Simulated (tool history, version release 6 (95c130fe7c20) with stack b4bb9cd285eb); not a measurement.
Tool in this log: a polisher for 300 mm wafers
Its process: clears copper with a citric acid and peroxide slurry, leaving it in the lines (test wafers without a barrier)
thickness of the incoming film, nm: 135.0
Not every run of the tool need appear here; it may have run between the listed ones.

run	hour	flow of slurry (ml/min)	pressure of the wafer on the pad (psi)	speed of the pad under the wafer (m/s)	abrasive content of the slurry	overpolish time after the end point (s)	time until the end point was called (s)	dishing of a wide line in a test structure (Å)
1	0	235	2.1	1.1	1	29	72.455	300
2	6.3	235	2.1	1.1	1	30	71.243	301.37
3	15.1	180	2.1	1.1	1	30	74.281	290.56
4	21.2	180	2.1	1.1	1	32	75.411	309.43
5	24.5	140	2.1	1.1	1	32	81.305	283.76
6	27.3	140	1.9	1.1	1	32	89.621	258.28

Expected results for the next run?
7	35.2	150	1.9	1.1	1	33	?	?

{"run 7": {"time until the end point was called (s)": 90.213, "dishing of a wide line in a test structure (Å)": 281.4}}
